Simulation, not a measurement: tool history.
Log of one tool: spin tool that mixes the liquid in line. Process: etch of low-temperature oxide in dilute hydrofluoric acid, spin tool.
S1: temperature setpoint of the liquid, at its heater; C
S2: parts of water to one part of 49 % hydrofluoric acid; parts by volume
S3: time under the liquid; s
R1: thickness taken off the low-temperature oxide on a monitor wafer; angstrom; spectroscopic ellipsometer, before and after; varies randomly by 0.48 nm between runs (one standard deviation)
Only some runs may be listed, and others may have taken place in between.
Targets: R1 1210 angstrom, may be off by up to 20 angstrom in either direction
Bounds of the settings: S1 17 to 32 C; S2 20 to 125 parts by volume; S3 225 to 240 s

{"run": 1, "hour": 0.0, "S1": 24, "S2": 70, "S3": 225, "R1": 528.09}
{"run": 2, "hour": 4.7, "S1": 24, "S2": 70, "S3": 225, "R1": 523.78}
{"run": 3, "hour": 13.0, "S1": 25, "S2": 65, "S3": 225, "R1": 590.4}
{"run": 4, "hour": 16.1, "S1": 25, "S2": 65, "S3": 240, "R1": 634.62}
{"run": 5, "hour": 22.5, "S1": 28.5, "S2": 65, "S3": 240, "R1": 725.99}
{"run": 6, "hour": 30.8, "S1": 30, "S2": 65, "S3": 240, "R1": 771.57}
{"run": 7, "hour": 35.4, "S1": 30, "S2": 60, "S3": 240, "R1": 840.95}
{"run": 8, "hour": 43.7, "S1": 31, "S2": 50, "S3": 240, "R1": 1068.3}
{"run": 9, "hour": 50.8, "S1": 31, "S2": 50, "S3": 240, "R1": 1054.8}

5 next moves are on the table. One of them brings every result within its allowed miss. Which?
{"run": "A", "hour": 57.9, "S1": 31, "S2": 45, "S3": 230, "R1": "?"}
{"run": "B", "hour": 57.9, "S1": 30, "S2": 45, "S3": 240, "R1": "?"}
{"run": "C", "hour": 57.9, "S1": 32, "S2": 45, "S3": 225, "R1": "?"}
{"run": "D", "hour": 57.9, "S1": 31.5, "S2": 45, "S3": 240, "R1": "?"}
{"run": "E", "hour": 57.9, "S1": 31, "S2": 45, "S3": 235, "R1": "?"}

move=A R1=1141.1
move=B R1=1144.9
move=C R1=1160.7
move=D R1=1214.2
move=E R1=1165.9
A: gains on the last run, yet a result remains outside its allowed miss
B: gains on the last run, yet a result remains outside its allowed miss
C: gains on the last run, yet a result remains outside its allowed miss
D: every result lands within tolerance
E: gains on the last run, yet a result remains outside its allowed miss
Go with D: it meets all targets.
